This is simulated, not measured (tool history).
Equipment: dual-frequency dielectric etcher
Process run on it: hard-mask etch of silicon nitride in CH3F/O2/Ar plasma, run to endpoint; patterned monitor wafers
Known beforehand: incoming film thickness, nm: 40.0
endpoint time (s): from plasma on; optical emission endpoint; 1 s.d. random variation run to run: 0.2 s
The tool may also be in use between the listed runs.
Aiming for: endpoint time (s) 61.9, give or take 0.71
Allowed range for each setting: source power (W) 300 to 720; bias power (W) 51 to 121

Run 1, day 0: source power (W) 510, bias power (W) 86. Result: endpoint time (s) 46.747.
Run 2, day 0.058: source power (W) 510, bias power (W) 71. Result: endpoint time (s) 49.795.
Run 3, day 0.383: source power (W) 510, bias power (W) 76. Result: endpoint time (s) 48.734.
Run 4, day 0.433: source power (W) 420, bias power (W) 76. Result: endpoint time (s) 53.206.
Run 5, day 0.592: source power (W) 400, bias power (W) 75. Result: endpoint time (s) 54.285.
Run 6, day 0.817: source power (W) 380, bias power (W) 73. Result: endpoint time (s) 55.877.
Run 7, day 1.154: source power (W) 370, bias power (W) 72. Result: endpoint time (s) 57.297.
Run 8, day 1.275: source power (W) 360, bias power (W) 72. Result: endpoint time (s) 57.881.
Run 9, day 1.404: source power (W) 350, bias power (W) 72. Result: endpoint time (s) 58.126.
Run 10, day 1.5: source power (W) 340, bias power (W) 71. Result: endpoint time (s) 59.324.
Run 11, day 1.846: source power (W) 330, bias power (W) 71. Result: endpoint time (s) 60.086.

Which of these 5 next moves meets every target?
Run A, day 2.192: source power (W) 330, bias power (W) 69. Result: endpoint time (s) ?.
Run B, day 2.192: source power (W) 320, bias power (W) 69. Result: endpoint time (s) ?.
Run C, day 2.192: source power (W) 320, bias power (W) 63. Result: endpoint time (s) ?.
Run D, day 2.192: source power (W) 350, bias power (W) 64. Result: endpoint time (s) ?.
Run E, day 2.192: source power (W) 310, bias power (W) 77. Result: endpoint time (s) ?.

move  endpoint time (s)
   A              61.05
   B               61.9
   C             63.913
   D             61.052
   E             60.363
A: closes in on the targets versus the last run, not all within tolerance yet
B: all results in spec
C: takes the result that was furthest off past its target
D: closes in on the targets versus the last run, not all within tolerance yet
E: closes in on the targets versus the last run, not all within tolerance yet
The right move is B.
